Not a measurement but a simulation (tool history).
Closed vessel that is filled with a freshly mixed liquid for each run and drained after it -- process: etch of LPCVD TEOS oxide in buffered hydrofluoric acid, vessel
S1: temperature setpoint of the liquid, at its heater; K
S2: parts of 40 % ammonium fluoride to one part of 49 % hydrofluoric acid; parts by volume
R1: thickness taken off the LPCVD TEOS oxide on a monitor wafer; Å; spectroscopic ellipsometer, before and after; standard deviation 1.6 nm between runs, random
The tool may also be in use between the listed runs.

Run 1, hour 0: S1 296.15 K, S2 13.5 parts by volume, time in the liquid (s) 90. Result: R1 1298.9 Å.
Run 2, hour 3.9: S1 296.15 K, S2 13.5 parts by volume, time in the liquid (s) 90. Result: R1 1315.9 Å.
Run 3, hour 6.1: S1 296.15 K, S2 10 parts by volume, time in the liquid (s) 90. Result: R1 1725.9 Å.
Run 4, hour 8.4: S1 296.65 K, S2 10 parts by volume, time in the liquid (s) 90. Result: R1 1774.7 Å.
Run 5, hour 10.7: S1 296.65 K, S2 6 parts by volume, time in the liquid (s) 90. Result: R1 2830.2 Å.
Run 6, hour 17.9: S1 296.65 K, S2 5 parts by volume, time in the liquid (s) 90. Result: R1 3342.6 Å.
Run 7, hour 22.9: S1 295.65 K, S2 5 parts by volume, time in the liquid (s) 90. Result: R1 3166 Å.
Run 8, hour 25.8: S1 294.65 K, S2 5.5 parts by volume, time in the liquid (s) 90. Result: R1 2779.4 Å.
Run 9, hour 31.9: S1 294.15 K, S2 5.5 parts by volume, time in the liquid (s) 90. Result: R1 2690.3 Å.
Run 10, hour 33.9: S1 293.65 K, S2 5.5 parts by volume, time in the liquid (s) 90. Result: R1 2596.2 Å.

What will run 11 give?
Run 11, hour 38.5: S1 293.15 K, S2 5.5 parts by volume, time in the liquid (s) 90. Result: R1 ?.

R1: 2538.4 Å

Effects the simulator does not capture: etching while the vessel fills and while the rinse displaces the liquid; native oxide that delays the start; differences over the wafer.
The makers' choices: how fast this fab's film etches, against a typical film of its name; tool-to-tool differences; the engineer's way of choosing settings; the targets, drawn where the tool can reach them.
